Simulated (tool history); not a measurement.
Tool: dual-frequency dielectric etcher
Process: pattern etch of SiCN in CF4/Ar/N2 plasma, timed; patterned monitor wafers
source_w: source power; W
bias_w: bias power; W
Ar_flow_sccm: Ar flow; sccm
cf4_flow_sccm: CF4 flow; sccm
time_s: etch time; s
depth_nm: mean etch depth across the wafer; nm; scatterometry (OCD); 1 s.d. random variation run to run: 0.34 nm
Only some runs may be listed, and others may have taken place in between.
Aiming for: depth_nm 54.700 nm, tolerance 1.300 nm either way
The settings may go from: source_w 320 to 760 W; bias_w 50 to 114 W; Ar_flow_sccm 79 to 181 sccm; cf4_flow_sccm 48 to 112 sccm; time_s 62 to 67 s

run,hour,source_w,bias_w,Ar_flow_sccm,cf4_flow_sccm,time_s,depth_nm
1,0.0,540,82,130,80,67,69.845
2,2.4,510,82,130,80,67,65.206
3,10.8,510,82,130,80,62,60.597
4,18.6,510,82,130,80,62,60.329
5,23.7,500,82,130,80,62,59.410
6,28.0,500,82,120,80,62,60.309
7,34.3,430,81,120,80,62,50.666
8,37.4,440,81,120,80,62,52.580
9,42.2,450,81,120,80,62,52.996

5 candidate next runs follow, results not yet known. Just one meets every target within its allowed miss. Identify it.
A,47.0,440,76,112,77,62,?
B,47.0,420,90,111,85,62,?
C,47.0,440,79,114,76,62,?
D,47.0,440,76,109,93,62,?
E,47.0,420,93,132,78,67,?

move,depth_nm
A,51.000
B,51.636
C,51.402
D,52.336
E,54.705
A: misses by more than the last run did
B: misses by more than the last run did
C: misses by more than the last run did
D: misses by more than the last run did
E: hits every target within its allowed miss
E meets every target.

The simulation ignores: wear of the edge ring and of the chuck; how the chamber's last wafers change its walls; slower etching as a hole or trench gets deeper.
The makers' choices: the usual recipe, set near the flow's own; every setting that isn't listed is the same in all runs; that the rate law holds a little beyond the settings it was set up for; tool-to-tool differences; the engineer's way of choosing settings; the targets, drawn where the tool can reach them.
